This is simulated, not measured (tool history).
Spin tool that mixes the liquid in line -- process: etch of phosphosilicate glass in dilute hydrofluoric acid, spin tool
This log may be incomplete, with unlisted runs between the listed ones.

run	hour	temperature setpoint of the liquid (°C)	parts of water to one part of 49 % hydrofluoric acid (parts by volume)	time under the liquid (s)	thickness taken off the phosphosilicate glass on a monitor wafer (nm)
1	0.0	24.0	145	55	35.629
2	5.6	25.5	130	55	43.358
3	7.3	25.5	130	55	43.356
4	10.7	27.0	120	55	49.991
5	11.4	27.0	155	55	37.454
6	19.9	27.0	155	60	40.776
7	22.8	28.0	140	60	47.235
8	24.2	29.0	125	60	56.461

What does the tool deliver on the next run?
9	32.1	29.5	115	60	?

thickness taken off the phosphosilicate glass on a monitor wafer (nm): 62.440
